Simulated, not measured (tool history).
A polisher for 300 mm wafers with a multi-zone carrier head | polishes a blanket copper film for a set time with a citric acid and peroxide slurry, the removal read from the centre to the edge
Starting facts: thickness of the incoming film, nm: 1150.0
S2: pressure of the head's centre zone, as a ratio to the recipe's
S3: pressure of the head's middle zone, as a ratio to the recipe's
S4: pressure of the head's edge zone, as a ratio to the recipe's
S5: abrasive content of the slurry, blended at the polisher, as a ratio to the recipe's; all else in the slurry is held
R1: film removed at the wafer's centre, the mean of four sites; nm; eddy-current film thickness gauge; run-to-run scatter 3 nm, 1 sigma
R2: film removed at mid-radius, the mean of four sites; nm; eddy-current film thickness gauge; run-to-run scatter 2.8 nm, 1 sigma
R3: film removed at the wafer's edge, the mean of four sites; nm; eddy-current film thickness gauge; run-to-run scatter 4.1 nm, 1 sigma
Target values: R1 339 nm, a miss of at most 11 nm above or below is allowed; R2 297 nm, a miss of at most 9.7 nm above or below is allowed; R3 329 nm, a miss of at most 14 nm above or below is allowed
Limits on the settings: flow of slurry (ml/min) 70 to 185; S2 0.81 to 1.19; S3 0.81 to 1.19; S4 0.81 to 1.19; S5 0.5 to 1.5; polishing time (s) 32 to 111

{"run": 1, "hour": 0.0, "flow of slurry (ml/min)": 120, "S2": 1, "S3": 1, "S4": 1, "S5": 1, "polishing time (s)": 71, "R1": 209.87, "R2": 212.08, "R3": 213.12}
{"run": 2, "hour": 4.1, "flow of slurry (ml/min)": 125, "S2": 1.01, "S3": 1, "S4": 1.02, "S5": 1.05, "polishing time (s)": 73, "R1": 224.77, "R2": 221.82, "R3": 226.13}
{"run": 3, "hour": 9.7, "flow of slurry (ml/min)": 145, "S2": 1.01, "S3": 1, "S4": 1.02, "S5": 1.05, "polishing time (s)": 73, "R1": 236, "R2": 235.11, "R3": 234.78}
{"run": 4, "hour": 12.1, "flow of slurry (ml/min)": 145, "S2": 1.01, "S3": 1, "S4": 1.02, "S5": 0.95, "polishing time (s)": 73, "R1": 226.5, "R2": 224.04, "R3": 223.43}
{"run": 5, "hour": 19.1, "flow of slurry (ml/min)": 145, "S2": 1.01, "S3": 1, "S4": 1.02, "S5": 0.95, "polishing time (s)": 86, "R1": 264.08, "R2": 264.19, "R3": 269.22}
{"run": 6, "hour": 26.7, "flow of slurry (ml/min)": 145, "S2": 1.01, "S3": 1, "S4": 1.02, "S5": 0.95, "polishing time (s)": 99, "R1": 305.41, "R2": 305.07, "R3": 306.95}
{"run": 7, "hour": 28.7, "flow of slurry (ml/min)": 145, "S2": 1.02, "S3": 0.99, "S4": 1.03, "S5": 0.95, "polishing time (s)": 99, "R1": 311.45, "R2": 303.95, "R3": 303.52}
{"run": 8, "hour": 30.4, "flow of slurry (ml/min)": 145, "S2": 1.02, "S3": 0.98, "S4": 1.05, "S5": 0.95, "polishing time (s)": 99, "R1": 313.82, "R2": 300.66, "R3": 314.23}
{"run": 9, "hour": 39.4, "flow of slurry (ml/min)": 145, "S2": 1.02, "S3": 0.97, "S4": 1.06, "S5": 0.95, "polishing time (s)": 99, "R1": 316.82, "R2": 299.26, "R3": 308.13}
{"run": 10, "hour": 41.6, "flow of slurry (ml/min)": 145, "S2": 1.02, "S3": 0.96, "S4": 1.07, "S5": 0.95, "polishing time (s)": 99, "R1": 311.18, "R2": 294.24, "R3": 313.18}
{"run": 11, "hour": 47.8, "flow of slurry (ml/min)": 145, "S2": 1.02, "S3": 0.96, "S4": 1.08, "S5": 0.95, "polishing time (s)": 99, "R1": 309.02, "R2": 293.64, "R3": 314.66}
{"run": 12, "hour": 56.5, "flow of slurry (ml/min)": 145, "S2": 1.03, "S3": 0.96, "S4": 1.08, "S5": 0.95, "polishing time (s)": 99, "R1": 311.1, "R2": 294.54, "R3": 308.92}
{"run": 13, "hour": 65.0, "flow of slurry (ml/min)": 145, "S2": 1.03, "S3": 0.95, "S4": 1.08, "S5": 0.95, "polishing time (s)": 99, "R1": 311.99, "R2": 289.15, "R3": 316.15}
{"run": 14, "hour": 66.1, "flow of slurry (ml/min)": 150, "S2": 1.04, "S3": 0.95, "S4": 1.08, "S5": 0.95, "polishing time (s)": 99, "R1": 322.63, "R2": 289.66, "R3": 325.88}

Which one of the following 5 next-run settings gets every result inside its allowed miss? There is exactly one.
{"run": "A", "hour": 67.2, "flow of slurry (ml/min)": 125, "S2": 1.16, "S3": 0.93, "S4": 0.97, "S5": 0.95, "polishing time (s)": 101, "R1": "?", "R2": "?", "R3": "?"}
{"run": "B", "hour": 67.2, "flow of slurry (ml/min)": 165, "S2": 0.96, "S3": 0.92, "S4": 1.11, "S5": 0.9, "polishing time (s)": 103, "R1": "?", "R2": "?", "R3": "?"}
{"run": "C", "hour": 67.2, "flow of slurry (ml/min)": 170, "S2": 1.03, "S3": 0.89, "S4": 1.05, "S5": 0.85, "polishing time (s)": 106, "R1": "?", "R2": "?", "R3": "?"}
{"run": "D", "hour": 67.2, "flow of slurry (ml/min)": 180, "S2": 0.91, "S3": 0.83, "S4": 1.14, "S5": 1.2, "polishing time (s)": 101, "R1": "?", "R2": "?", "R3": "?"}
{"run": "E", "hour": 67.2, "flow of slurry (ml/min)": 180, "S2": 0.92, "S3": 0.86, "S4": 1.16, "S5": 0.8, "polishing time (s)": 111, "R1": "?", "R2": "?", "R3": "?"}

move=A R1=350.04 R2=278.56 R3=291.99
move=B R1=310.22 R2=293.97 R3=326.5
move=C R1=338.71 R2=290.66 R3=322.48
move=D R1=318.82 R2=292.58 R3=357.56
move=E R1=313.94 R2=293.28 R3=351.15
A: moves the result that the last run missed by most past its target, out the other side
B: the biggest miss grows against the last run
C: every result within its allowed miss
D: the biggest miss grows against the last run
E: the biggest miss grows against the last run
C meets every target.
